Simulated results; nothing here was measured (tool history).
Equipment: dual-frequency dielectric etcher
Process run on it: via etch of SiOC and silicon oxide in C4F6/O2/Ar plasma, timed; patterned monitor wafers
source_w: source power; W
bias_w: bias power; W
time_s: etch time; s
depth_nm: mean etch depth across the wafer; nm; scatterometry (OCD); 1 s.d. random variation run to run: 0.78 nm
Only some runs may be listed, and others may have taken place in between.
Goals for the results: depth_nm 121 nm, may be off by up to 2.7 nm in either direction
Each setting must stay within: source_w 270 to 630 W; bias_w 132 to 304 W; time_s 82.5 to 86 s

run	day	source_w	bias_w	time_s	depth_nm
1	0	450	218	82.5	103.84
2	0.171	410	218	82.5	99.328
3	0.212	410	195	82.5	97.957
4	0.567	450	202	83	103.39
5	0.783	480	206	83	105.03
6	0.95	480	181	83	102.85
# day 1.188: source power generator calibrated
7	1.188	500	189	83.5	107.3
8	1.212	520	192	83.5	110.66
9	1.471	540	194	83.5	112.07
10	1.604	550	196	83.5	112.69

Exactly one of the 4 candidate moves below puts every result within its allowed miss. Which one?
A	1.738	470	164	85	?
B	1.738	510	162	86	?
C	1.738	590	211	85	?
D	1.738	520	154	82.5	?

move	depth_nm
A	101.89
B	106.38
C	120.42
D	101.5
A: further off than the last run
B: further off than the last run
C: every result lands within tolerance
D: further off than the last run
Answer: C

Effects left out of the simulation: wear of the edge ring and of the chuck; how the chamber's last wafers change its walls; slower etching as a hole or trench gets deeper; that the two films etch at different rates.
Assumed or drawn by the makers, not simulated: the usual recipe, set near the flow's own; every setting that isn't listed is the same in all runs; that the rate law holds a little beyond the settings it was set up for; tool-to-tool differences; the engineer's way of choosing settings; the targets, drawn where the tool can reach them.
